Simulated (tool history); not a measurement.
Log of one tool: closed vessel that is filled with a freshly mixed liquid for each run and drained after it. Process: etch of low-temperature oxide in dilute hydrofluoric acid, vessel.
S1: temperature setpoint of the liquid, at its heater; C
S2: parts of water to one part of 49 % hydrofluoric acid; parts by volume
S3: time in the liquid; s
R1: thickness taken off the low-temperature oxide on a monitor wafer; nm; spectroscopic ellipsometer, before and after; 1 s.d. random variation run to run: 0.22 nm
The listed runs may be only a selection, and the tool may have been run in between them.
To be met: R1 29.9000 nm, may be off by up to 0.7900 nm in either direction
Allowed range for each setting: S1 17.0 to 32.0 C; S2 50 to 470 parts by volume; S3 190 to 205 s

run    day    S1   S2   S3       R1
  1  0.000  24.0  260  190   9.0197
  2  0.346  24.0  335  190   6.4188
  3  0.521  24.0  335  205   6.9658
  4  0.588  26.5  255  205  11.0390
  5  0.721  30.0  255  205  12.2470
     0.771  -- hydrofluoric acid flow meter replaced
  6  0.771  30.5  200  205  19.4810
  7  1.062  31.0  180  205  22.8660
  8  1.096  31.5  170  205  24.5370
  9  1.175  31.5  170  205  24.9140
 10  1.371  31.5  160  205  27.4120
 11  1.433  31.5  155  205  28.1560

Which one of the following 4 next-run settings gets every result inside its allowed miss? There is exactly one.
  A  1.496  32.0  140  205   ?
  B  1.496  29.5  150  205   ?
  C  1.496  30.0  155  205   ?
  D  1.496  32.0  140  190   ?

move       R1
   A  31.9440
   B  26.8970
   C  26.3300
   D  29.6060
A: the result that was furthest off in the last run now lies on the other side of its target
B: moves away from the targets compared with the last run
C: moves away from the targets compared with the last run
D: each result inside its tolerance
The move that meets every target is D.

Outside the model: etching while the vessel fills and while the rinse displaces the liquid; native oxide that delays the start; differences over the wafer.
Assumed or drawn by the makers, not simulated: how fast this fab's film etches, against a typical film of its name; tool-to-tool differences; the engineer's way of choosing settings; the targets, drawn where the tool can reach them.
